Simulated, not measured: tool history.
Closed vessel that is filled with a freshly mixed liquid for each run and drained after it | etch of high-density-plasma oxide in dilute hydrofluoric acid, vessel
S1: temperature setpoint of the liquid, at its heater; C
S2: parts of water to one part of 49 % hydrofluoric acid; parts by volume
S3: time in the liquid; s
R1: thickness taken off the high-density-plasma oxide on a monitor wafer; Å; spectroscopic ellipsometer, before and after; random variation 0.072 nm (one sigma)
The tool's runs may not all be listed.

run	hour	S1	S2	S3	R1
1	0	25	40	30	36.671
2	1.6	27	35	30	45.621
3	10.4	28.5	30	30	57.174
4	16.3	28.5	30	30	56.488
5	18.2	31.5	30	30	65.588
6	23.3	31.5	20	30	99.798
7	26.4	29.5	20	30	90.853

Forecast run 8:
8	31.3	28	20	30	?

{"run 8": {"R1": 86.174}}
